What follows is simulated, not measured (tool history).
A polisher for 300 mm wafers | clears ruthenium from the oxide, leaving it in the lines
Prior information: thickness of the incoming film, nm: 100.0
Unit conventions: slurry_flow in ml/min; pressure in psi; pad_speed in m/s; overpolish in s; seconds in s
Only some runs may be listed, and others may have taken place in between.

run	hour	slurry_flow	pressure	pad_speed	overpolish	seconds
1	0.0	305	1.4	1.14	8	105.73
2	8.7	305	1.4	0.98	8	115.88
3	9.2	305	1.5	1.00	8	114.93
4	16.4	305	1.5	1.00	6	113.21
# hour 17.6: head pressure recalibrated
5	17.6	305	1.3	1.00	6	127.07
6	18.4	305	1.3	1.00	8	131.05

For run 7, what comes out?
7	26.7	305	1.4	1.02	8	?

{"run 7": {"seconds": 122.12}}
